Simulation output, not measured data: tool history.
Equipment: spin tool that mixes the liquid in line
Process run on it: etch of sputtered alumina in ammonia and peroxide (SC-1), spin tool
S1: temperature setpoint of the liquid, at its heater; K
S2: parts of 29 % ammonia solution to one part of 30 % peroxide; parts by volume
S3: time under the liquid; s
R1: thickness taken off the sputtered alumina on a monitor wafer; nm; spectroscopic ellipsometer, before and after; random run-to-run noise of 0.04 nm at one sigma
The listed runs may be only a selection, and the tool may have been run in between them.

run	hour	S1	S2	S3	R1
1	0.0	327.15	0.95	160	7.2947
2	8.3	323.65	0.95	160	6.0197
3	14.7	321.65	0.95	160	5.4754
4	18.9	321.65	0.85	160	5.4454
5	23.0	321.65	0.85	170	5.6883
6	30.1	319.65	0.85	170	5.1638
7	36.6	318.65	0.85	170	4.8484

Run 8 has not been measured yet. What should we expect?
8	44.3	317.65	0.85	170	?

{"run 8": {"R1": 4.5841}}

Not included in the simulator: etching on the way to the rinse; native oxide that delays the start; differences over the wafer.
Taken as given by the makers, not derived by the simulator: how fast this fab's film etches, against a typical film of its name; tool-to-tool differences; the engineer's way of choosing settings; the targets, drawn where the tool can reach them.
